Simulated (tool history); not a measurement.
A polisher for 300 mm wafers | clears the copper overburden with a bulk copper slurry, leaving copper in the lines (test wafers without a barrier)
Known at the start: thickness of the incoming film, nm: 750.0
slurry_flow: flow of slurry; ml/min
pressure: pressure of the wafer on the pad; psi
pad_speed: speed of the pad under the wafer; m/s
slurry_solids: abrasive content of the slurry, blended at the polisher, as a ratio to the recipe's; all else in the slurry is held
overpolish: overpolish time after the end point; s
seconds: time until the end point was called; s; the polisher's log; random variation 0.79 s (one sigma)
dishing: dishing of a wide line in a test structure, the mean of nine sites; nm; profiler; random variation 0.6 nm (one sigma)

run 1 hour=0.0 | slurry_flow=210 pressure=3.3 pad_speed=1.20 slurry_solids=1.00 overpolish=26 | seconds=49.149 dishing=33.928
run 2 hour=8.8 | slurry_flow=210 pressure=3.3 pad_speed=0.96 slurry_solids=1.00 overpolish=26 | seconds=58.480 dishing=34.314
run 3 hour=17.1 | slurry_flow=210 pressure=3.3 pad_speed=0.96 slurry_solids=1.00 overpolish=17 | seconds=58.670 dishing=34.960
run 4 hour=24.6 | slurry_flow=210 pressure=2.8 pad_speed=0.96 slurry_solids=1.00 overpolish=17 | seconds=69.444 dishing=33.538
run 5 hour=25.8 | slurry_flow=210 pressure=2.8 pad_speed=0.96 slurry_solids=1.15 overpolish=17 | seconds=67.461 dishing=34.250
run 6 hour=34.5 | slurry_flow=210 pressure=2.8 pad_speed=0.96 slurry_solids=1.00 overpolish=17 | seconds=68.296 dishing=33.860
-- hour=35.2 head pressure recalibrated
run 7 hour=35.2 | slurry_flow=205 pressure=2.7 pad_speed=1.04 slurry_solids=0.85 overpolish=26 | seconds=65.283 dishing=34.836
run 8 hour=37.2 | slurry_flow=235 pressure=2.5 pad_speed=1.06 slurry_solids=1.05 overpolish=20 | seconds=65.822 dishing=33.357
run 9 hour=41.8 | slurry_flow=265 pressure=2.2 pad_speed=1.10 slurry_solids=1.15 overpolish=16 | seconds=70.162 dishing=33.270
run 10 hour=47.0 | slurry_flow=280 pressure=2.0 pad_speed=1.16 slurry_solids=1.15 overpolish=14 | seconds=73.460 dishing=31.605

The next listed run, before its measurement:
run 11 hour=54.9 | slurry_flow=295 pressure=2.0 pad_speed=1.20 slurry_solids=1.05 overpolish=12 | seconds=? dishing=?

{"run 11": {"seconds": 72.289, "dishing": 31.915}}
